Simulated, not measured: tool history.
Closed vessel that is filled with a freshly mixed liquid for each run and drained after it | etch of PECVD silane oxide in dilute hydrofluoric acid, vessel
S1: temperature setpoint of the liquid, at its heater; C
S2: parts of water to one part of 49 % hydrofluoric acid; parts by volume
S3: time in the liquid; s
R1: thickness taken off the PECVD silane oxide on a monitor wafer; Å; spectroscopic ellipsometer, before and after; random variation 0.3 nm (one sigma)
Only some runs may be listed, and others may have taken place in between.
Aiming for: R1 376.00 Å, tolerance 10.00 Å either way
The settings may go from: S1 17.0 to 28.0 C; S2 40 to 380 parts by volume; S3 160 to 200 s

{"run": 1, "hour": 0.0, "S1": 20.0, "S2": 210, "S3": 200, "R1": 142.27}
{"run": 2, "hour": 9.4, "S1": 20.0, "S2": 245, "S3": 200, "R1": 119.98}
{"run": 3, "hour": 14.4, "S1": 20.0, "S2": 245, "S3": 200, "R1": 118.01}
{"run": 4, "hour": 23.5, "S1": 21.0, "S2": 220, "S3": 200, "R1": 142.66}
{"run": 5, "hour": 25.2, "S1": 22.0, "S2": 200, "S3": 200, "R1": 166.15}
{"run": 6, "hour": 27.4, "S1": 22.0, "S2": 155, "S3": 200, "R1": 221.21}
{"run": 7, "hour": 36.3, "S1": 26.0, "S2": 95, "S3": 200, "R1": 456.46}
{"run": 8, "hour": 45.4, "S1": 25.5, "S2": 95, "S3": 200, "R1": 448.35}
{"run": 9, "hour": 52.1, "S1": 25.0, "S2": 95, "S3": 200, "R1": 441.46}
{"run": 10, "hour": 56.6, "S1": 21.0, "S2": 100, "S3": 200, "R1": 357.64}
{"run": 11, "hour": 59.4, "S1": 21.5, "S2": 100, "S3": 200, "R1": 358.65}

Next run, 4 choices. One meets every target within its allowed miss, the rest don't. Which?
{"run": "A", "hour": 62.2, "S1": 22.5, "S2": 105, "S3": 200, "R1": "?"}
{"run": "B", "hour": 62.2, "S1": 19.0, "S2": 80, "S3": 195, "R1": "?"}
{"run": "C", "hour": 62.2, "S1": 25.5, "S2": 95, "S3": 180, "R1": "?"}
{"run": "D", "hour": 62.2, "S1": 19.5, "S2": 90, "S3": 200, "R1": "?"}

move=A R1=353.45
move=B R1=403.27
move=C R1=400.85
move=D R1=371.22
A: misses by more than the last run did
B: the result that was furthest off in the last run now lies on the other side of its target
C: the result that was furthest off in the last run now lies on the other side of its target
D: every result lands within tolerance
So the answer is move D, the one that meets all the targets.
